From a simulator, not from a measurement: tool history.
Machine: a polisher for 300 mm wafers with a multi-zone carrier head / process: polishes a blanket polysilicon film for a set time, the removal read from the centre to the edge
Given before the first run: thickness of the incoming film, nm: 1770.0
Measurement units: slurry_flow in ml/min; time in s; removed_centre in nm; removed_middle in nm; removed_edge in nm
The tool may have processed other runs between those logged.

run	hour	slurry_flow	centre_zone	middle_zone	edge_zone	time	removed_centre	removed_middle	removed_edge
1	0.0	130	1.00	1.00	1.00	87	422.95	421.12	434.88
2	8.9	130	1.00	0.93	1.00	87	425.56	398.99	429.23
3	17.6	130	1.00	0.93	1.00	100	483.35	454.00	501.64
4	18.2	130	1.00	0.93	1.05	100	482.93	454.47	518.78
5	27.1	130	1.00	0.93	0.99	100	481.74	460.05	502.60
6	28.0	135	0.99	0.95	1.00	100	491.84	473.79	506.15

For run 7, what comes out?
7	36.7	140	0.89	1.05	1.10	107	?	?	?

removed_centre: 480.42 nm
removed_middle: 552.07 nm
removed_edge: 572.74 nm

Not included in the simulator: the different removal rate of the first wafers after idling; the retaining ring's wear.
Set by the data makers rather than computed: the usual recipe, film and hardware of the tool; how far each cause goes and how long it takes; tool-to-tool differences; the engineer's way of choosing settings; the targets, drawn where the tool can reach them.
